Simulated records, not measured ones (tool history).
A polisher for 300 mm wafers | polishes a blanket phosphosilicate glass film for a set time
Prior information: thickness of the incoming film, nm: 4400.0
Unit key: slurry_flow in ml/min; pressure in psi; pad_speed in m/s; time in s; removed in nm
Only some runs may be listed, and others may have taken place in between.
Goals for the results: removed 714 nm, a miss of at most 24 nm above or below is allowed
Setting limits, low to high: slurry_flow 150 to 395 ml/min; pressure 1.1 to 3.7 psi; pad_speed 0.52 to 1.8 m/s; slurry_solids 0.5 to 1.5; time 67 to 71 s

| run | day | slurry_flow | pressure | pad_speed | slurry_solids | time | removed |
|---|---|---|---|---|---|---|---|
| 1 | 0 | 250 | 2.4 | 1.16 | 1 | 67 | 523.6 |
| 2 | 0.233 | 250 | 2.4 | 1.16 | 1 | 71 | 547.25 |
| 3 | 0.588 | 250 | 2.4 | 0.98 | 1 | 71 | 487.8 |
| 4 | 0.888 | 220 | 2.4 | 0.98 | 1 | 71 | 474.42 |
| 5 | 1.229 | 230 | 2.6 | 0.98 | 1 | 71 | 522.21 |
| 6 | 1.338 | 230 | 2.6 | 0.98 | 0.8 | 71 | 433.77 |
| 7 | 1.554 | 240 | 2.8 | 0.98 | 0.8 | 71 | 460.51 |
| 8 | 1.588 | 240 | 3 | 1.02 | 0.8 | 71 | 518.89 |
| 9 | 1.667 | 250 | 3.6 | 1.04 | 0.8 | 71 | 616.21 |

Which single option among these 5 for the next run brings every result within its allowed miss of target? Just one does.
| A | 1.746 | 295 | 3.7 | 0.94 | 1 | 71 | ? |
| B | 1.746 | 280 | 3.7 | 1.12 | 0.75 | 71 | ? |
| C | 1.746 | 260 | 3.6 | 0.88 | 0.8 | 67 | ? |
| D | 1.746 | 210 | 3.7 | 1.06 | 0.85 | 71 | ? |
| E | 1.746 | 285 | 3.7 | 1 | 0.85 | 71 | ? |

| move | removed |
|---|---|
| A | 703.01 |
| B | 633.14 |
| C | 508.72 |
| D | 665.01 |
| E | 650.95 |
A: hits every target within its allowed miss
B: nearer than the last run, and not there yet
C: the biggest miss grows against the last run
D: nearer than the last run, and not there yet
E: nearer than the last run, and not there yet
Answer: A

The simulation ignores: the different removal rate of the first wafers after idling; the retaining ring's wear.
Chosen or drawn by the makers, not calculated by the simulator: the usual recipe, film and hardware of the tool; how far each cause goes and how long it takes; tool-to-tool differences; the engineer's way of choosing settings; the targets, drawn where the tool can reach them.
